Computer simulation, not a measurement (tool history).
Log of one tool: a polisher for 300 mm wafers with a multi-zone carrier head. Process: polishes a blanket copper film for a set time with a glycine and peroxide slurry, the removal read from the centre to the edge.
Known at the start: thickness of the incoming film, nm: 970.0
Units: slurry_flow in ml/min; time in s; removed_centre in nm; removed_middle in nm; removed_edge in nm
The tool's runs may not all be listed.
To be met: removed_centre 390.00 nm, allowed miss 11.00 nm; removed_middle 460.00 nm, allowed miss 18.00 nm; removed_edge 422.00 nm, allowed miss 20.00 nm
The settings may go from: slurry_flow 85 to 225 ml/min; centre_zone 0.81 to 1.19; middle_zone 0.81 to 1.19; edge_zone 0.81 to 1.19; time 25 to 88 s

run,hour,slurry_flow,centre_zone,middle_zone,edge_zone,time,removed_centre,removed_middle,removed_edge
1,0.0,145,1.00,1.00,1.00,56,265.74,277.02,279.81
2,4.7,175,1.00,1.00,1.00,56,280.11,292.16,280.56
3,7.2,175,1.08,1.00,1.00,56,306.92,289.18,289.05
4,9.7,195,1.08,1.00,1.00,56,320.33,295.76,292.11
5,12.0,195,1.08,1.00,1.00,64,361.96,336.81,337.72
6,20.2,195,1.06,1.05,1.03,67,371.38,366.99,356.44
7,24.8,195,1.04,1.08,1.05,70,384.09,395.40,364.74
8,27.2,195,0.94,1.06,1.12,82,402.86,454.57,448.95
9,35.9,195,0.94,1.07,1.11,81,400.41,446.66,451.34
10,44.6,205,0.94,1.17,1.01,76,383.32,450.16,414.66

Which of these 5 next moves meets every target?
A,53.3,190,0.97,1.19,0.97,76,?,?,?
B,53.3,210,0.89,1.04,0.94,82,?,?,?
C,53.3,220,0.90,0.94,1.03,79,?,?,?
D,53.3,200,0.88,0.97,1.04,81,?,?,?
E,53.3,190,0.86,1.08,1.05,81,?,?,?

move,removed_centre,removed_middle,removed_edge
A,380.28,457.09,382.86
B,386.24,458.81,414.66
C,380.55,416.37,420.42
D,372.21,426.90,426.39
E,358.74,454.52,424.14
A: brings the result that was furthest off to its target, and leaves another outside
B: meets every target
C: brings the result that was furthest off to its target, and leaves another outside
D: further off than the last run
E: further off than the last run
Answer: B
